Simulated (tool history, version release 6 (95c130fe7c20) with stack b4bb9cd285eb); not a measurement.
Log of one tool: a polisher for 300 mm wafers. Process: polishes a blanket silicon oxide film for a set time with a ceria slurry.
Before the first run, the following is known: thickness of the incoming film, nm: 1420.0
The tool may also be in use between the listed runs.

| run | hour | flow of slurry (ml/min) | pressure of the wafer on the pad (psi) | speed of the pad under the wafer (m/s) | polishing time (s) | film removed (nm) |
|---|---|---|---|---|---|---|
| 1 | 0.0 | 170 | 3.5 | 1.16 | 68 | 296.18 |
| 2 | 4.4 | 170 | 3.5 | 1.02 | 68 | 262.53 |
| 3 | 8.7 | 195 | 3.5 | 1.02 | 68 | 267.69 |
| 4 | 17.7 | 155 | 3.5 | 1.02 | 68 | 258.56 |
| 5 | 21.6 | 150 | 3.3 | 1.02 | 68 | 240.22 |
| 6 | 25.4 | 150 | 3.7 | 1.02 | 68 | 268.46 |
| 7 | 28.5 | 145 | 3.5 | 1.02 | 68 | 252.64 |
| 8 | 33.1 | 140 | 3.3 | 1.02 | 68 | 236.20 |
| 9 | 38.8 | 120 | 2.4 | 1.02 | 68 | 167.09 |
| 10 | 44.5 | 120 | 2.4 | 1.02 | 68 | 165.98 |

Predict the results of run 11:
| 11 | 48.1 | 170 | 2.7 | 1.02 | 68 | ? |

Run 11 came out at film removed (nm) 203.40.
